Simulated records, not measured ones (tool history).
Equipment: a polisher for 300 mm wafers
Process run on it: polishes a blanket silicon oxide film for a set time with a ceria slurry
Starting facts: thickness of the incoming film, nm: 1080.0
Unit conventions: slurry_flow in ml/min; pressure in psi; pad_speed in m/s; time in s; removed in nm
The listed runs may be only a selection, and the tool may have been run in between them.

Run 1, hour 0: slurry_flow 155 ml/min, pressure 3.9 psi, pad_speed 1.18 m/s, time 78 s. Result: removed 435.56 nm.
Run 2, hour 1.2: slurry_flow 160 ml/min, pressure 4.2 psi, pad_speed 1.18 m/s, time 78 s. Result: removed 455.9 nm.
Run 3, hour 6.8: slurry_flow 160 ml/min, pressure 4.5 psi, pad_speed 1.18 m/s, time 78 s. Result: removed 491.89 nm.
Run 4, hour 11.6: slurry_flow 160 ml/min, pressure 4.5 psi, pad_speed 0.98 m/s, time 78 s. Result: removed 413.1 nm.
Run 5, hour 15.6: slurry_flow 160 ml/min, pressure 4.9 psi, pad_speed 0.98 m/s, time 78 s. Result: removed 433.87 nm.
Run 6, hour 21.6: slurry_flow 160 ml/min, pressure 4.9 psi, pad_speed 0.98 m/s, time 82 s. Result: removed 454.62 nm.

The next listed run, before its measurement:
Run 7, hour 24.8: slurry_flow 165 ml/min, pressure 5.2 psi, pad_speed 1 m/s, time 82 s. Result: removed ?.

removed: 490.88 nm
